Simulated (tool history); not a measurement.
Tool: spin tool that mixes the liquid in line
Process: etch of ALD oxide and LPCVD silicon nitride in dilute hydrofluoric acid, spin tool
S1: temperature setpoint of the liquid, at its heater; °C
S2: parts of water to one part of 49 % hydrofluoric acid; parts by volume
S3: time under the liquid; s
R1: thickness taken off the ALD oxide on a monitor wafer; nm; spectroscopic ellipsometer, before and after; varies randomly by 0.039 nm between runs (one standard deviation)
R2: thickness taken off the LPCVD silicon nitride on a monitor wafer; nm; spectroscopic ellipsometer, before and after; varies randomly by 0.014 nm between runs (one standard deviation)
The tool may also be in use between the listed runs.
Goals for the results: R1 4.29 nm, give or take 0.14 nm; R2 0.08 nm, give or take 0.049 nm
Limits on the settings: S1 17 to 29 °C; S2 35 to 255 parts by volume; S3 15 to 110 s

{"run": 1, "hour": 0.0, "S1": 21, "S2": 145, "S3": 55, "R1": 8.2738, "R2": 0.16668}
{"run": 2, "hour": 7.2, "S1": 20.5, "S2": 160, "S3": 55, "R1": 7.2413, "R2": 0.13546}
{"run": 3, "hour": 9.8, "S1": 20.5, "S2": 135, "S3": 55, "R1": 8.6536, "R2": 0.18277}
{"run": 4, "hour": 17.8, "S1": 20.5, "S2": 160, "S3": 55, "R1": 7.0985, "R2": 0.19624}
{"run": 5, "hour": 22.9, "S1": 18, "S2": 160, "S3": 55, "R1": 6.4338, "R2": 0.13837}
{"run": 6, "hour": 26.0, "S1": 18, "S2": 160, "S3": 80, "R1": 9.2556, "R2": 0.18459}
{"run": 7, "hour": 29.5, "S1": 18, "S2": 180, "S3": 80, "R1": 8.1705, "R2": 0.1592}
{"run": 8, "hour": 30.8, "S1": 17, "S2": 235, "S3": 75, "R1": 5.4438, "R2": 0.13075}
{"run": 9, "hour": 35.9, "S1": 17, "S2": 240, "S3": 75, "R1": 5.2712, "R2": 0.10414}
{"run": 10, "hour": 36.8, "S1": 17, "S2": 245, "S3": 75, "R1": 5.1528, "R2": 0.12959}
{"run": 11, "hour": 45.3, "S1": 17, "S2": 250, "S3": 70, "R1": 4.6589, "R2": 0.074005}
{"run": 12, "hour": 52.6, "S1": 17, "S2": 255, "S3": 70, "R1": 4.5722, "R2": 0.070992}

Which of these 4 next moves meets every target?
{"run": "A", "hour": 59.9, "S1": 19, "S2": 245, "S3": 65, "R1": "?", "R2": "?"}
{"run": "B", "hour": 59.9, "S1": 17.5, "S2": 235, "S3": 55, "R1": "?", "R2": "?"}
{"run": "C", "hour": 59.9, "S1": 17.5, "S2": 255, "S3": 70, "R1": "?", "R2": "?"}
{"run": "D", "hour": 59.9, "S1": 17.5, "S2": 255, "S3": 65, "R1": "?", "R2": "?"}

move=A R1=4.7407 R2=0.10529
move=B R1=3.9833 R2=0.084008
move=C R1=4.59 R2=0.098886
move=D R1=4.2621 R2=0.091823
A: its largest miss is bigger than the last run's
B: pushes the last run's worst result past its target
C: its largest miss is bigger than the last run's
D: hits every target within its allowed miss
Correct choice: D, which meets every target
